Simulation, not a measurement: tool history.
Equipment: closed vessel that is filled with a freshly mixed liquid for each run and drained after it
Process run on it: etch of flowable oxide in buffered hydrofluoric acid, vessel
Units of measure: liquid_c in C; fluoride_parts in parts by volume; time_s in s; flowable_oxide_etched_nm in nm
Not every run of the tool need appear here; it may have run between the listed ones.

Run 1, hour 0: liquid_c 24 C, fluoride_parts 9.5 parts by volume, time_s 100 s. Result: flowable_oxide_etched_nm 409.58 nm.
Run 2, hour 6.2: liquid_c 24 C, fluoride_parts 9.5 parts by volume, time_s 100 s. Result: flowable_oxide_etched_nm 414.34 nm.
Run 3, hour 12.7: liquid_c 22.5 C, fluoride_parts 9.5 parts by volume, time_s 100 s. Result: flowable_oxide_etched_nm 378.17 nm.
Run 4, hour 15.9: liquid_c 22 C, fluoride_parts 9.5 parts by volume, time_s 100 s. Result: flowable_oxide_etched_nm 369.9 nm.
Run 5, hour 17.4: liquid_c 22 C, fluoride_parts 8.5 parts by volume, time_s 100 s. Result: flowable_oxide_etched_nm 408.46 nm.
Run 6, hour 21.3: liquid_c 22 C, fluoride_parts 8.5 parts by volume, time_s 100 s. Result: flowable_oxide_etched_nm 404.63 nm.
Run 7, hour 22.8: liquid_c 21 C, fluoride_parts 8.5 parts by volume, time_s 100 s. Result: flowable_oxide_etched_nm 383.79 nm.

Run 8, settings as shown, results not yet in. Your forecast:
Run 8, hour 26.9: liquid_c 21 C, fluoride_parts 8.5 parts by volume, time_s 100 s. Result: flowable_oxide_etched_nm ?.

{"run 8": {"flowable_oxide_etched_nm": 383.99}}
